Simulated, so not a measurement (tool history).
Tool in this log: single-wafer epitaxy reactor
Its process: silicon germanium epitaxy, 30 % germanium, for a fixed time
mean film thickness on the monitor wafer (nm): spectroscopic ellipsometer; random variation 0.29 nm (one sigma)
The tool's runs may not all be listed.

run,day,wafer temperature setpoint (pyrometer-controlled) (K),chamber pressure (mTorr),mean film thickness on the monitor wafer (nm)
1,0.000,878.15,18200,63.804
2,0.271,878.15,16600,61.605
3,0.429,884.15,16600,69.349
4,0.542,882.15,16600,66.629
5,0.671,892.15,16600,81.737
6,1.008,892.15,19400,87.344
7,1.146,889.15,19400,82.768
8,1.508,886.15,19400,77.724
9,1.633,884.15,19400,74.617

Forecast run 10:
10,1.667,882.15,19400,?

{"run 10": {"mean film thickness on the monitor wafer (nm)": 72.203}}

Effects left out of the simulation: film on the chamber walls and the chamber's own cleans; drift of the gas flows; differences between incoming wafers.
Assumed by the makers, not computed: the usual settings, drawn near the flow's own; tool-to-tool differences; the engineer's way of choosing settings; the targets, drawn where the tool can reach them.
